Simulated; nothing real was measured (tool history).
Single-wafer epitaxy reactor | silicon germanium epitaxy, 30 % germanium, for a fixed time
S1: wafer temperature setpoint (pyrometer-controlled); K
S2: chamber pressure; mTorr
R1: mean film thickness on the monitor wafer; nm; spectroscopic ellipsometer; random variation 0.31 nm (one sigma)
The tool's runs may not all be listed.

| run | hour | S1 | S2 | R1 |
|---|---|---|---|---|
| 1 | 0.0 | 873.15 | 15900 | 49.797 |
| 2 | 5.4 | 866.15 | 15900 | 43.464 |
| 3 | 9.4 | 860.15 | 15900 | 38.375 |
| 4 | 15.8 | 863.15 | 15900 | 40.809 |
| 5 | 22.7 | 866.15 | 15900 | 43.665 |
| 6 | 30.9 | 873.15 | 15900 | 50.257 |
| 7 | 31.9 | 874.15 | 15900 | 51.053 |
| 8 | 37.8 | 875.15 | 15900 | 52.775 |
| 9 | 41.1 | 876.15 | 15900 | 54.094 |

Forecast run 10:
| 10 | 48.2 | 877.15 | 15900 | ? |

Run 10 gave R1 55.540 nm.
